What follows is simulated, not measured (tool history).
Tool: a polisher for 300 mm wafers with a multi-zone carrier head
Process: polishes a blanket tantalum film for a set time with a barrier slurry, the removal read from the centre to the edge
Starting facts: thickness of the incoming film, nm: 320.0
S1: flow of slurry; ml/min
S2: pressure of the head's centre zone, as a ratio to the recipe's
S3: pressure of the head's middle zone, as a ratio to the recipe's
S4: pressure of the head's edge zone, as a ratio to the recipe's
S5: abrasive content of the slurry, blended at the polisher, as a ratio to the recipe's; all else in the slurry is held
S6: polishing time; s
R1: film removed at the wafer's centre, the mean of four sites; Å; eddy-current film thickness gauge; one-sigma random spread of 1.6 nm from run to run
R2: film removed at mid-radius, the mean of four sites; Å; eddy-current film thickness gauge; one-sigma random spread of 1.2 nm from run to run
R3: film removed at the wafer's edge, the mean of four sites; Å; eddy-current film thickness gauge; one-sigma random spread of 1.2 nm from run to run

run,hour,S1,S2,S3,S4,S5,S6,R1,R2,R3
1,0.0,270,1.00,1.00,1.00,1.00,75,1164.2,1134.6,1177.4
2,4.3,270,1.00,1.00,1.00,0.90,75,1127.2,1103.6,1126.3
3,11.9,280,1.04,1.04,1.02,0.95,75,1199.7,1135.6,1143.3
4,17.3,285,1.06,1.07,1.02,1.05,76,1300.3,1229.8,1242.2
5,18.5,295,1.08,1.10,1.02,1.10,76,1364.3,1293.1,1229.6
6,24.1,345,1.08,1.10,1.02,1.10,76,1362.2,1308.1,1270.6

Run 7 comes next. What will it give?
7,28.2,350,1.10,1.11,1.03,1.15,76,?,?,?

R1: 1424.1 Å
R2: 1343.2 Å
R3: 1270.2 Å

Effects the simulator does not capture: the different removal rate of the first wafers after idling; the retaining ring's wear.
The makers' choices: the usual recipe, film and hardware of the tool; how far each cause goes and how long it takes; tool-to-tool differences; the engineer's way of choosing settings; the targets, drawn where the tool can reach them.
